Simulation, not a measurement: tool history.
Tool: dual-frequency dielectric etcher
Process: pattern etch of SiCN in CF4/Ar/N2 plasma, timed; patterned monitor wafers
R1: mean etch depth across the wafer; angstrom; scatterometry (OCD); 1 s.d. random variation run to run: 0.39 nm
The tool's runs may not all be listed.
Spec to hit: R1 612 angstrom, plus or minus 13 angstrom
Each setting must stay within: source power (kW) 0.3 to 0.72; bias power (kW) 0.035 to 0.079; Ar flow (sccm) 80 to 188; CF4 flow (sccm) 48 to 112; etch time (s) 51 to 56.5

run 1 hour=0 | source_power_(kW)=0.51 bias_power_(kW)=0.057 Ar_flow_(sccm)=134 CF4_flow_(sccm)=80 etch_time_(s)=56.5 | R1=479.56
run 2 hour=4.3 | source_power_(kW)=0.53 bias_power_(kW)=0.057 Ar_flow_(sccm)=134 CF4_flow_(sccm)=80 etch_time_(s)=56.5 | R1=500.64
run 3 hour=5 | source_power_(kW)=0.55 bias_power_(kW)=0.057 Ar_flow_(sccm)=134 CF4_flow_(sccm)=80 etch_time_(s)=56.5 | R1=528.57
run 4 hour=8.9 | source_power_(kW)=0.56 bias_power_(kW)=0.057 Ar_flow_(sccm)=134 CF4_flow_(sccm)=80 etch_time_(s)=56.5 | R1=532.75
run 5 hour=11.6 | source_power_(kW)=0.56 bias_power_(kW)=0.057 Ar_flow_(sccm)=134 CF4_flow_(sccm)=73 etch_time_(s)=56.5 | R1=526.98
run 6 hour=12.2 | source_power_(kW)=0.49 bias_power_(kW)=0.057 Ar_flow_(sccm)=134 CF4_flow_(sccm)=73 etch_time_(s)=56.5 | R1=460.78
run 7 hour=17 | source_power_(kW)=0.51 bias_power_(kW)=0.057 Ar_flow_(sccm)=134 CF4_flow_(sccm)=73 etch_time_(s)=56.5 | R1=476.69
run 8 hour=20.3 | source_power_(kW)=0.53 bias_power_(kW)=0.057 Ar_flow_(sccm)=134 CF4_flow_(sccm)=73 etch_time_(s)=56.5 | R1=495.25
-- hour=26 source power generator calibrated
run 9 hour=26 | source_power_(kW)=0.55 bias_power_(kW)=0.057 Ar_flow_(sccm)=134 CF4_flow_(sccm)=73 etch_time_(s)=56.5 | R1=525.78
run 10 hour=30 | source_power_(kW)=0.56 bias_power_(kW)=0.057 Ar_flow_(sccm)=134 CF4_flow_(sccm)=73 etch_time_(s)=56.5 | R1=538
run 11 hour=33.3 | source_power_(kW)=0.57 bias_power_(kW)=0.057 Ar_flow_(sccm)=134 CF4_flow_(sccm)=73 etch_time_(s)=56.5 | R1=552.28
run 12 hour=38 | source_power_(kW)=0.58 bias_power_(kW)=0.057 Ar_flow_(sccm)=134 CF4_flow_(sccm)=73 etch_time_(s)=56.5 | R1=556.44
run 13 hour=41.8 | source_power_(kW)=0.65 bias_power_(kW)=0.058 Ar_flow_(sccm)=134 CF4_flow_(sccm)=73 etch_time_(s)=56.5 | R1=635.07

5 next moves are on the table. One of them brings every result within its allowed miss. Which?
run A hour=45.6 | source_power_(kW)=0.67 bias_power_(kW)=0.055 Ar_flow_(sccm)=130 CF4_flow_(sccm)=97 etch_time_(s)=55.5 | R1=?
run B hour=45.6 | source_power_(kW)=0.58 bias_power_(kW)=0.065 Ar_flow_(sccm)=125 CF4_flow_(sccm)=73 etch_time_(s)=56.5 | R1=?
run C hour=45.6 | source_power_(kW)=0.67 bias_power_(kW)=0.054 Ar_flow_(sccm)=125 CF4_flow_(sccm)=76 etch_time_(s)=56 | R1=?
run D hour=45.6 | source_power_(kW)=0.56 bias_power_(kW)=0.073 Ar_flow_(sccm)=117 CF4_flow_(sccm)=91 etch_time_(s)=51 | R1=?
run E hour=45.6 | source_power_(kW)=0.66 bias_power_(kW)=0.061 Ar_flow_(sccm)=133 CF4_flow_(sccm)=70 etch_time_(s)=56 | R1=?

move=A R1=648.97
move=B R1=599.93
move=C R1=628.48
move=D R1=579.84
move=E R1=641.22
A: further off than the last run
B: each result inside its tolerance
C: closer than the last run, but not yet in spec
D: carries the result that was furthest off beyond its target, to the other side
E: further off than the last run
So the answer is move B, the one that meets all the targets.

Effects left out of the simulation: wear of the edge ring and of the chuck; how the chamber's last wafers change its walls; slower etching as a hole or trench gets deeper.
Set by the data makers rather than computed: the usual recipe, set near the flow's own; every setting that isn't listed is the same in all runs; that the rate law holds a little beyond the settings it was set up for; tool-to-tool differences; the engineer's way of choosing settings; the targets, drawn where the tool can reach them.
